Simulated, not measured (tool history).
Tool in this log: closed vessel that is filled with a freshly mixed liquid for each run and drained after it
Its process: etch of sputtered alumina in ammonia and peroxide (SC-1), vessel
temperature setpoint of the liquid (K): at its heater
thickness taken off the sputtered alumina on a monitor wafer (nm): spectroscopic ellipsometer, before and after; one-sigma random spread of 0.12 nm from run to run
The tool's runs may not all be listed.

run,hour,temperature setpoint of the liquid (K),parts of 29 % ammonia solution to one part of 30 % peroxide (parts by volume),time in the liquid (s),thickness taken off the sputtered alumina on a monitor wafer (nm)
1,0,319.15,0.5,685,18.655
2,6.6,319.15,0.5,730,20.096
3,7.6,317.65,0.5,730,18.464
4,9.4,317.65,0.65,730,18.371
5,11.3,317.65,0.65,730,18.711
6,18.7,317.65,0.65,730,18.583
7,21.7,316.65,0.65,730,17.564
8,24.1,315.65,0.65,730,16.536
9,26,314.65,0.65,730,15.675
10,34.2,314.15,0.65,730,15.43
11,37.8,313.65,0.65,730,14.89
12,43.1,313.15,0.65,730,14.463
13,47,312.65,0.65,730,14.013

Predict the results of run 14:
14,50.5,312.65,0.65,730,?

Run 14 gave thickness taken off the sputtered alumina on a monitor wafer (nm) 14.164.
